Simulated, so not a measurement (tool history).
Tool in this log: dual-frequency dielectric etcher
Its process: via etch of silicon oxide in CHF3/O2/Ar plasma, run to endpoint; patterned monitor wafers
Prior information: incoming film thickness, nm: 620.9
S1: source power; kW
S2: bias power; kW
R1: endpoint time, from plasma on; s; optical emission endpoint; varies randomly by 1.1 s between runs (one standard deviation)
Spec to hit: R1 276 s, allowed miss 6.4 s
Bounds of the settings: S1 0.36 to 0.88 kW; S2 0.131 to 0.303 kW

| run | hour | S1 | S2 | R1 |
|---|---|---|---|---|
| 1 | 0 | 0.62 | 0.217 | 309.5 |
| 2 | 7.9 | 0.64 | 0.219 | 307.45 |
| 3 | 16.8 | 0.71 | 0.219 | 294.23 |
| 4 | 18.8 | 0.72 | 0.22 | 294.43 |
| 5 | 26.2 | 0.73 | 0.222 | 290.06 |
| 6 | 28.2 | 0.74 | 0.223 | 289.57 |
| 7 | 35.1 | 0.75 | 0.224 | 287.7 |
| 8 | 39.4 | 0.76 | 0.225 | 284.75 |
| 9 | 47.8 | 0.77 | 0.226 | 282.47 |

5 candidate next runs follow, results not yet known. Just one meets every target within its allowed miss. Identify it.
| A | 56.2 | 0.86 | 0.214 | ? |
| B | 56.2 | 0.72 | 0.225 | ? |
| C | 56.2 | 0.72 | 0.216 | ? |
| D | 56.2 | 0.64 | 0.246 | ? |
| E | 56.2 | 0.67 | 0.234 | ? |

| move | R1 |
|---|---|
| A | 277.01 |
| B | 291.3 |
| C | 294.91 |
| D | 295.77 |
| E | 295.47 |
A: hits every target within its allowed miss
B: its largest miss is bigger than the last run's
C: its largest miss is bigger than the last run's
D: its largest miss is bigger than the last run's
E: its largest miss is bigger than the last run's
Correct choice: A, which meets every target
